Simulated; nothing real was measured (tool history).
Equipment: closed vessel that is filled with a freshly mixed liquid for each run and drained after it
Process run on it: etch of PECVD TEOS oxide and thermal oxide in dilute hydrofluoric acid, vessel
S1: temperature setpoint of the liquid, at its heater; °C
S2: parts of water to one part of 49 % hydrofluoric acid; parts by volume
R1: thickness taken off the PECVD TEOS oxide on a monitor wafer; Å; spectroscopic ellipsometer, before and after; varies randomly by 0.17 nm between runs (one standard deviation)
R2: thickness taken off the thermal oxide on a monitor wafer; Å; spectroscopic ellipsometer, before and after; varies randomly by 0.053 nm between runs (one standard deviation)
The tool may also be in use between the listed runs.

run 1 hour=0 | S1=21 S2=70 time_in_the_liquid_(s)=60 | R1=232.02 R2=37.131
run 2 hour=3.3 | S1=22.5 S2=70 time_in_the_liquid_(s)=60 | R1=248.84 R2=39.672
run 3 hour=8.2 | S1=24 S2=70 time_in_the_liquid_(s)=60 | R1=261.42 R2=42.7
run 4 hour=11.7 | S1=24.5 S2=70 time_in_the_liquid_(s)=60 | R1=269.4 R2=43.434
run 5 hour=16.2 | S1=25.5 S2=70 time_in_the_liquid_(s)=60 | R1=277.24 R2=45.944
run 6 hour=20 | S1=25.5 S2=50 time_in_the_liquid_(s)=60 | R1=401.76 R2=64.315
run 7 hour=29 | S1=24.5 S2=50 time_in_the_liquid_(s)=60 | R1=384.49 R2=62.718

The next listed run, before its measurement:
run 8 hour=35 | S1=24.5 S2=50 time_in_the_liquid_(s)=60 | R1=? R2=?

{"run 8": {"R1": 385.31, "R2": 61.609}}

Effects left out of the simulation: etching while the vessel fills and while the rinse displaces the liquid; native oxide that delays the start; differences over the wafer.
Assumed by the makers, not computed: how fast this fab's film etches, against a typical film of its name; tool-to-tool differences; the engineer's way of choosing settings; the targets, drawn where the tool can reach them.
